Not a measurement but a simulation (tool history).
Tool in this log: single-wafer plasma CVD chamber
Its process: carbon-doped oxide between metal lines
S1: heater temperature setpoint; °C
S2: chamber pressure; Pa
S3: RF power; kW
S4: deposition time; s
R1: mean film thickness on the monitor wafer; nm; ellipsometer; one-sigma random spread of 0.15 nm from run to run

run	hour	S1	S2	S3	S4	R1
1	0.0	345	501	0.490	10.1	50.599
2	2.9	345	501	0.490	10.1	50.907
3	5.3	345	501	0.550	10.1	53.437
4	8.2	345	501	0.585	10.1	55.330
5	12.6	345	533	0.585	10.1	56.002
6	19.8	347	501	0.565	10.1	53.936
7	20.8	350	473	0.550	10.1	52.749
8	24.0	351	461	0.530	10.1	51.515
9	24.5	352	451	0.510	10.1	50.088

Run 10 has not been measured yet. What should we expect?
10	32.1	353	436	0.500	10.1	?

Run 10 produced R1 49.411 nm.

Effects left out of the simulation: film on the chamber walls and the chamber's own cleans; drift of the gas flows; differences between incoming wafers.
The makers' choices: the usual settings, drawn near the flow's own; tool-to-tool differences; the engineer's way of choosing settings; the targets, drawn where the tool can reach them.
